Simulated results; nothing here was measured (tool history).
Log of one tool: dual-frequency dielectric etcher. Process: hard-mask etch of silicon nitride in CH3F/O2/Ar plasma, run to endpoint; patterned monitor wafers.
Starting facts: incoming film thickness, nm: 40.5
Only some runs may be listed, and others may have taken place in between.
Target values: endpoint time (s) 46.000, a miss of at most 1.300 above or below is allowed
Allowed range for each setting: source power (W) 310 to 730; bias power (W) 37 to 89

run 1 hour=0.0 | source_power_(W)=520 bias_power_(W)=63 | endpoint_time_(s)=52.840
run 2 hour=2.9 | source_power_(W)=580 bias_power_(W)=63 | endpoint_time_(s)=51.047
run 3 hour=8.3 | source_power_(W)=580 bias_power_(W)=59 | endpoint_time_(s)=50.865
run 4 hour=14.4 | source_power_(W)=520 bias_power_(W)=59 | endpoint_time_(s)=54.365
run 5 hour=22.2 | source_power_(W)=570 bias_power_(W)=59 | endpoint_time_(s)=51.748
run 6 hour=27.8 | source_power_(W)=570 bias_power_(W)=67 | endpoint_time_(s)=49.982
run 7 hour=28.3 | source_power_(W)=580 bias_power_(W)=68 | endpoint_time_(s)=49.991
run 8 hour=31.5 | source_power_(W)=600 bias_power_(W)=69 | endpoint_time_(s)=48.961
run 9 hour=35.6 | source_power_(W)=610 bias_power_(W)=70 | endpoint_time_(s)=48.436

Exactly one of the 5 candidate moves below puts every result within its allowed miss. Which one?
run A hour=39.7 | source_power_(W)=650 bias_power_(W)=57 | endpoint_time_(s)=?
run B hour=39.7 | source_power_(W)=530 bias_power_(W)=80 | endpoint_time_(s)=?
run C hour=39.7 | source_power_(W)=710 bias_power_(W)=68 | endpoint_time_(s)=?
run D hour=39.7 | source_power_(W)=560 bias_power_(W)=66 | endpoint_time_(s)=?
run E hour=39.7 | source_power_(W)=620 bias_power_(W)=66 | endpoint_time_(s)=?

move=A endpoint_time_(s)=50.567
move=B endpoint_time_(s)=49.910
move=C endpoint_time_(s)=46.912
move=D endpoint_time_(s)=51.492
move=E endpoint_time_(s)=49.645
A: lands further from the targets than the last run did
B: lands further from the targets than the last run did
C: all results land within tolerance of their targets
D: lands further from the targets than the last run did
E: lands further from the targets than the last run did
Correct choice: C, which meets every target
